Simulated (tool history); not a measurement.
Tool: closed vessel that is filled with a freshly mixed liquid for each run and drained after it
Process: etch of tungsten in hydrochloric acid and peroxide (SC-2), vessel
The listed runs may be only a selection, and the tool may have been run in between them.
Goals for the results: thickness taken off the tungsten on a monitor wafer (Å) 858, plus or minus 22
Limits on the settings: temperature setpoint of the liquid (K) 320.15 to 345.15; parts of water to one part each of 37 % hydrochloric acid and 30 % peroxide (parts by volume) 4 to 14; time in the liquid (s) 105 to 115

run  hour  temperature setpoint of the liquid (K)  parts of water to one part each of 37 % hydrochloric acid and 30 % peroxide (parts by volume)  time in the liquid (s)  thickness taken off the tungsten on a monitor wafer (Å)
  1     0                                  336.15                                                                                            7.5                     105                                                   662.73
  2   0.8                                  336.15                                                                                            7.5                     115                                                   728.78
  3   6.6                                  336.15                                                                                            7.5                     115                                                   725.75
  4  12.3                                  331.15                                                                                            7.5                     115                                                    526.5
  5  20.1                                  333.65                                                                                            7.5                     115                                                   624.73
  6  22.4                                  333.65                                                                                              9                     115                                                   539.19
  7  25.3                                  336.15                                                                                              9                     115                                                   637.92
  8  26.1                                  337.65                                                                                              9                     115                                                   686.67
     30.3  -- thermometer replaced
  9  30.3                                  337.65                                                                                              9                     115                                                   803.35
 10  34.9                                  338.15                                                                                              9                     115                                                   811.88

Consider the 5 candidate settings below. Which is the only one whose results all fall within their allowed miss of target?
  A  39.5                                  341.65                                                                                             12                     115                                                        ?
  B  39.5                                  337.65                                                                                             10                     115                                                        ?
  C  39.5                                  337.65                                                                                              9                     110                                                        ?
  D  39.5                                  335.65                                                                                            6.5                     110                                                        ?
  E  39.5                                  340.65                                                                                             11                     115                                                        ?

move  thickness taken off the tungsten on a monitor wafer (Å)
   A                                                   782.18
   B                                                   716.81
   C                                                   747.97
   D                                                   856.04
   E                                                   793.43
A: the biggest miss grows against the last run
B: the biggest miss grows against the last run
C: the biggest miss grows against the last run
D: meets every target
E: the biggest miss grows against the last run
So the answer is move D, the one that meets all the targets.
